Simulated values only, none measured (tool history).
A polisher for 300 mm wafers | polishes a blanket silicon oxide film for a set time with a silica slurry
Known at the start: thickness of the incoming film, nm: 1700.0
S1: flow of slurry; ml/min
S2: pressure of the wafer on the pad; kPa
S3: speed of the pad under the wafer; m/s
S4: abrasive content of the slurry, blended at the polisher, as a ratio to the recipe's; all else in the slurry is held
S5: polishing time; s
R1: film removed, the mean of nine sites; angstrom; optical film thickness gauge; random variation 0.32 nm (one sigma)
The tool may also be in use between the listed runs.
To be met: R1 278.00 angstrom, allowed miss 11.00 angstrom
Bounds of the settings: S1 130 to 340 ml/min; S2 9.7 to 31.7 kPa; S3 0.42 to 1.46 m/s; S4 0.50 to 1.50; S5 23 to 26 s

run 1 hour=0.0 | S1=220 S2=20.7 S3=0.94 S4=1.00 S5=26 | R1=393.59
run 2 hour=5.1 | S1=220 S2=20.7 S3=0.94 S4=1.00 S5=23 | R1=361.07
run 3 hour=13.8 | S1=220 S2=20.7 S3=0.94 S4=1.10 S5=23 | R1=366.77
run 4 hour=16.8 | S1=220 S2=20.7 S3=0.94 S4=0.95 S5=23 | R1=355.05
run 5 hour=22.1 | S1=240 S2=20.7 S3=0.94 S4=0.95 S5=23 | R1=352.93
run 6 hour=28.3 | S1=240 S2=20.7 S3=0.86 S4=0.95 S5=23 | R1=333.05
run 7 hour=36.7 | S1=240 S2=20.0 S3=0.86 S4=0.95 S5=23 | R1=323.34
run 8 hour=39.6 | S1=240 S2=19.3 S3=0.86 S4=0.95 S5=23 | R1=310.41
-- hour=41.7 slurry blender recalibrated
run 9 hour=41.7 | S1=240 S2=18.6 S3=0.86 S4=0.95 S5=23 | R1=323.21
run 10 hour=45.7 | S1=240 S2=17.2 S3=0.84 S4=0.95 S5=23 | R1=294.08

4 next moves are on the table. One of them brings every result within its allowed miss. Which?
run A hour=49.7 | S1=245 S2=17.2 S3=0.80 S4=1.05 S5=23 | R1=?
run B hour=49.7 | S1=210 S2=14.5 S3=0.96 S4=0.95 S5=23 | R1=?
run C hour=49.7 | S1=240 S2=14.5 S3=1.00 S4=0.85 S5=26 | R1=?
run D hour=49.7 | S1=210 S2=17.9 S3=0.80 S4=1.00 S5=24 | R1=?

move=A R1=298.15
move=B R1=276.03
move=C R1=314.26
move=D R1=311.56
A: further off than the last run
B: meets every target
C: further off than the last run
D: further off than the last run
Answer: B
